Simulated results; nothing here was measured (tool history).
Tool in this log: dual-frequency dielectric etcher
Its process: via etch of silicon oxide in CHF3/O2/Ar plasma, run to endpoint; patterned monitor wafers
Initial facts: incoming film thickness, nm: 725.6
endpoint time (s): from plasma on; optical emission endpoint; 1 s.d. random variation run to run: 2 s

Run 1, hour 0.0: source power (W) 750, bias power (W) 227. Result: endpoint time (s) 321.07.
Run 2, hour 5.9: source power (W) 810, bias power (W) 227. Result: endpoint time (s) 314.20.
Run 3, hour 8.1: source power (W) 860, bias power (W) 234. Result: endpoint time (s) 303.86.
Run 4, hour 14.9: source power (W) 860, bias power (W) 202. Result: endpoint time (s) 315.14.
Run 5, hour 19.2: source power (W) 910, bias power (W) 210. Result: endpoint time (s) 311.49.
Run 6, hour 20.2: source power (W) 970, bias power (W) 210. Result: endpoint time (s) 304.00.

Run 7 is up next; what results do you expect?
Run 7, hour 23.9: source power (W) 990, bias power (W) 220. Result: endpoint time (s) ?.

endpoint time (s): 299.83
